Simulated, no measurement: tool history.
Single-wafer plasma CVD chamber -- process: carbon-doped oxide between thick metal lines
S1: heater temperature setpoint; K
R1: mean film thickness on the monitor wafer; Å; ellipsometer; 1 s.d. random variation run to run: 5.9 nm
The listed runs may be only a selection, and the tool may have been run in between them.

run 1 hour=0 | S1=628.15 chamber_pressure_(Pa)=688 RF_power_(kW)=0.425 deposition_time_(s)=233 | R1=11542
run 2 hour=8 | S1=628.15 chamber_pressure_(Pa)=688 RF_power_(kW)=0.425 deposition_time_(s)=241 | R1=11947
run 3 hour=14.3 | S1=629.15 chamber_pressure_(Pa)=669 RF_power_(kW)=0.415 deposition_time_(s)=241 | R1=11671
run 4 hour=19.2 | S1=630.15 chamber_pressure_(Pa)=649 RF_power_(kW)=0.41 deposition_time_(s)=241 | R1=11496
run 5 hour=27.4 | S1=631.15 chamber_pressure_(Pa)=631 RF_power_(kW)=0.405 deposition_time_(s)=241 | R1=11212
run 6 hour=28.1 | S1=631.15 chamber_pressure_(Pa)=715 RF_power_(kW)=0.405 deposition_time_(s)=241 | R1=11716
run 7 hour=31.5 | S1=631.15 chamber_pressure_(Pa)=687 RF_power_(kW)=0.4 deposition_time_(s)=241 | R1=11353
run 8 hour=32.8 | S1=632.15 chamber_pressure_(Pa)=664 RF_power_(kW)=0.4 deposition_time_(s)=241 | R1=11255

Run 9 is up next; what results do you expect?
run 9 hour=39.3 | S1=633.15 chamber_pressure_(Pa)=644 RF_power_(kW)=0.4 deposition_time_(s)=241 | R1=?

R1: 11355 Å

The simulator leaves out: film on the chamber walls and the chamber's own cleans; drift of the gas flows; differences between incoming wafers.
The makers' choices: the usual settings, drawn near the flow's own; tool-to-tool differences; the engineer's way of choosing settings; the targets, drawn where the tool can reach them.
